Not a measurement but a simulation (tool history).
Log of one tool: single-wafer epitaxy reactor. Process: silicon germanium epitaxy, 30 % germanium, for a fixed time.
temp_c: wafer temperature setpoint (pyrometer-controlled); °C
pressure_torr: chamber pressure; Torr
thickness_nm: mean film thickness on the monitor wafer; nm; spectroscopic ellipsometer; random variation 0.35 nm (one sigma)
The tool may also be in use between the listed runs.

run,hour,temp_c,pressure_torr,thickness_nm
1,0.0,620,17.6,82.135
2,3.1,617,17.5,78.317
3,7.8,617,16.1,75.005
4,15.9,615,16.1,71.732
5,20.5,621,16.1,80.053
6,26.3,618,16.0,76.401

Run 7 comes next. What will it give?
7,29.6,616,16.0,?

Run 7 gave thickness_nm 73.767 nm.
